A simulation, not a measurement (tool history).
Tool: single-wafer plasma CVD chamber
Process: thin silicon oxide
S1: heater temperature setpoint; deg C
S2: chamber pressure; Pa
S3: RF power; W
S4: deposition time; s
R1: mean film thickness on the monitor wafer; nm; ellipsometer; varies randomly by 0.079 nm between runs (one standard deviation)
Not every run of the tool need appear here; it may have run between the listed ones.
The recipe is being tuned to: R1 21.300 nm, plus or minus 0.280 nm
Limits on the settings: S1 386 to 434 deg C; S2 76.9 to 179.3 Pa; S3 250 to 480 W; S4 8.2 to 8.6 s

run,day,S1,S2,S3,S4,R1
1,0.000,410,128.1,365,8.6,17.589
2,0.196,410,137.6,365,8.6,18.738
3,0.400,410,137.6,365,8.6,18.493
4,0.446,410,137.6,365,8.6,18.705
5,0.650,410,115.5,365,8.6,15.867
6,0.912,410,130.5,365,8.6,17.773
7,1.250,410,138.4,365,8.6,18.693
8,1.500,410,144.3,365,8.6,19.267
9,1.804,410,144.3,365,8.6,19.248
10,2.129,410,149.3,365,8.6,19.647
11,2.404,410,153.9,365,8.6,20.202
12,2.775,410,156.8,365,8.6,20.515
13,3.112,410,158.9,365,8.6,20.535
14,3.375,410,161.2,365,8.6,20.723
15,3.492,410,162.9,365,8.6,20.806
16,3.725,410,164.4,365,8.6,20.936
17,4.021,410,165.6,365,8.6,20.943

Of the 4 settings listed for the next run, only one would bring every result within its allowed miss of target. Which one?
A,4.317,417,164.1,390,8.3,?
B,4.317,422,170.3,370,8.6,?
C,4.317,405,168.1,390,8.2,?
D,4.317,410,164.9,385,8.2,?

move,R1
A,20.624
B,21.223
C,20.772
D,20.423
A: moves away from the targets compared with the last run
B: each result inside its tolerance
C: moves away from the targets compared with the last run
D: moves away from the targets compared with the last run
So the answer is move B, the one that meets all the targets.
